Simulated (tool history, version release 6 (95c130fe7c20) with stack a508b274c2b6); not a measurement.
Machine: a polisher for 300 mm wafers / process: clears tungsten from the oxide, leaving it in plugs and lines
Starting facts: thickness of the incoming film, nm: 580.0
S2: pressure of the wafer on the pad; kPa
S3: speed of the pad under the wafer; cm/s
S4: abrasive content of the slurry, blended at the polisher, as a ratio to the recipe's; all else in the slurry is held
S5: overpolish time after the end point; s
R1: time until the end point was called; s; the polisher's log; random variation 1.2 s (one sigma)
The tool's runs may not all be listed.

{"run": 1, "hour": 0.0, "flow of slurry (ml/min)": 200, "S2": 21.4, "S3": 124, "S4": 1, "S5": 8, "R1": 157.48}
{"run": 2, "hour": 6.0, "flow of slurry (ml/min)": 180, "S2": 21.4, "S3": 124, "S4": 1, "S5": 8, "R1": 164.4}
{"run": 3, "hour": 13.5, "flow of slurry (ml/min)": 180, "S2": 21.4, "S3": 124, "S4": 1, "S5": 8, "R1": 161.05}
{"run": 4, "hour": 21.5, "flow of slurry (ml/min)": 140, "S2": 21.4, "S3": 124, "S4": 1, "S5": 8, "R1": 170.58}
{"run": 5, "hour": 25.1, "flow of slurry (ml/min)": 120, "S2": 21.4, "S3": 124, "S4": 1, "S5": 8, "R1": 173.87}
{"run": 6, "hour": 31.8, "flow of slurry (ml/min)": 120, "S2": 21.4, "S3": 124, "S4": 1, "S5": 8, "R1": 172.8}
{"run": 7, "hour": 36.3, "flow of slurry (ml/min)": 150, "S2": 27.6, "S3": 126, "S4": 1, "S5": 8, "R1": 137.59}

Run 8, settings as shown, results not yet in. Your forecast:
{"run": 8, "hour": 42.5, "flow of slurry (ml/min)": 155, "S2": 27.6, "S3": 126, "S4": 1, "S5": 8, "R1": "?"}

R1: 134.95 s
